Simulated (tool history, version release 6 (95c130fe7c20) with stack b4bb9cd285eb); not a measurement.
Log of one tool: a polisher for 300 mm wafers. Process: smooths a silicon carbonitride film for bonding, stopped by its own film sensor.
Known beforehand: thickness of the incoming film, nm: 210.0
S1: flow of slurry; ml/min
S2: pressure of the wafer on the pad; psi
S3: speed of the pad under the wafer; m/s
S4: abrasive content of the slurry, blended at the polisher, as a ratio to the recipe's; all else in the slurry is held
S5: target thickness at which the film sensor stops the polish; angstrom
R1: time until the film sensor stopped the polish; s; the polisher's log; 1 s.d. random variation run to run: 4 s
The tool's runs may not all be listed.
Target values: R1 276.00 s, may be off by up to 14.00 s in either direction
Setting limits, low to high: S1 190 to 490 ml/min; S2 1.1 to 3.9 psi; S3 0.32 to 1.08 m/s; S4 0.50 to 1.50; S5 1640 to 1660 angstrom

| run | hour | S1 | S2 | S3 | S4 | S5 | R1 |
|---|---|---|---|---|---|---|---|
| 1 | 0.0 | 315 | 2.5 | 0.70 | 1.00 | 1660 | 190.15 |
| 2 | 7.7 | 315 | 2.4 | 0.70 | 1.00 | 1660 | 197.42 |
| 3 | 9.2 | 315 | 2.4 | 0.70 | 0.80 | 1660 | 229.96 |
| 4 | 16.9 | 315 | 2.3 | 0.70 | 0.80 | 1660 | 231.81 |
| 5 | 25.7 | 315 | 2.3 | 0.70 | 0.80 | 1660 | 235.43 |
| 6 | 32.7 | 260 | 2.3 | 0.70 | 0.80 | 1660 | 235.54 |
| 7 | 36.3 | 260 | 2.3 | 0.70 | 0.80 | 1660 | 235.04 |
| 8 | 37.5 | 260 | 2.2 | 0.70 | 0.80 | 1660 | 253.25 |

Consider the 4 candidate settings below. Which is the only one whose results all fall within their allowed miss of target?
| A | 38.7 | 190 | 2.1 | 0.64 | 1.05 | 1660 | ? |
| B | 38.7 | 240 | 2.2 | 0.48 | 0.80 | 1650 | ? |
| C | 38.7 | 375 | 1.8 | 0.74 | 0.75 | 1640 | ? |
| D | 38.7 | 255 | 2.2 | 0.66 | 0.80 | 1640 | ? |

| move | R1 |
|---|---|
| A | 252.38 |
| B | 317.81 |
| C | 309.20 |
| D | 272.40 |
A: just as far off the targets as the last run
B: takes the result that was furthest off past its target
C: takes the result that was furthest off past its target
D: all results land within tolerance of their targets
The move that meets every target is D.
